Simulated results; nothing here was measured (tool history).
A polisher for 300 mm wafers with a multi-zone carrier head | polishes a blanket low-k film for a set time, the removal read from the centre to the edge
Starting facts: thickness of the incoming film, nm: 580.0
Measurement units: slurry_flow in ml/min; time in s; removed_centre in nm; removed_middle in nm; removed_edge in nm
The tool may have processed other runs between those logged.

{"run": 1, "day": 0.0, "slurry_flow": 230, "centre_zone": 1, "middle_zone": 1, "edge_zone": 1, "slurry_solids": 1, "time": 45, "removed_centre": 12.652, "removed_middle": 12.182, "removed_edge": 12.406}
{"run": 2, "day": 0.146, "slurry_flow": 230, "centre_zone": 1, "middle_zone": 0.95, "edge_zone": 1, "slurry_solids": 1, "time": 45, "removed_centre": 12.394, "removed_middle": 12.017, "removed_edge": 12.421}
{"run": 3, "day": 0.3, "slurry_flow": 230, "centre_zone": 1, "middle_zone": 0.95, "edge_zone": 1.03, "slurry_solids": 1, "time": 45, "removed_centre": 12.552, "removed_middle": 12.11, "removed_edge": 12.654}
{"run": 4, "day": 0.504, "slurry_flow": 210, "centre_zone": 1.02, "middle_zone": 0.9, "edge_zone": 1.02, "slurry_solids": 0.85, "time": 42, "removed_centre": 10.662, "removed_middle": 9.6424, "removed_edge": 10.089}
{"run": 5, "day": 0.712, "slurry_flow": 210, "centre_zone": 1.02, "middle_zone": 0.9, "edge_zone": 1.02, "slurry_solids": 1.05, "time": 42, "removed_centre": 12.082, "removed_middle": 11.259, "removed_edge": 11.929}
{"run": 6, "day": 1.029, "slurry_flow": 210, "centre_zone": 1.02, "middle_zone": 0.85, "edge_zone": 1.02, "slurry_solids": 1.05, "time": 42, "removed_centre": 11.945, "removed_middle": 10.579, "removed_edge": 11.793}
{"run": 7, "day": 1.071, "slurry_flow": 225, "centre_zone": 1, "middle_zone": 0.84, "edge_zone": 1.02, "slurry_solids": 0.85, "time": 42, "removed_centre": 10.353, "removed_middle": 9.4731, "removed_edge": 10.489}
{"run": 8, "day": 1.375, "slurry_flow": 225, "centre_zone": 1, "middle_zone": 0.84, "edge_zone": 1.02, "slurry_solids": 0.85, "time": 42, "removed_centre": 10.399, "removed_middle": 9.2448, "removed_edge": 10.324}
{"run": 9, "day": 1.562, "slurry_flow": 185, "centre_zone": 1, "middle_zone": 0.81, "edge_zone": 0.95, "slurry_solids": 0.6, "time": 39, "removed_centre": 6.7644, "removed_middle": 6.0512, "removed_edge": 6.5689}

Run 10 is up next; what results do you expect?
{"run": 10, "day": 1.912, "slurry_flow": 185, "centre_zone": 1, "middle_zone": 0.81, "edge_zone": 0.95, "slurry_solids": 0.6, "time": 39, "removed_centre": "?", "removed_middle": "?", "removed_edge": "?"}

removed_centre: 6.8154 nm
removed_middle: 5.9997 nm
removed_edge: 6.5957 nm

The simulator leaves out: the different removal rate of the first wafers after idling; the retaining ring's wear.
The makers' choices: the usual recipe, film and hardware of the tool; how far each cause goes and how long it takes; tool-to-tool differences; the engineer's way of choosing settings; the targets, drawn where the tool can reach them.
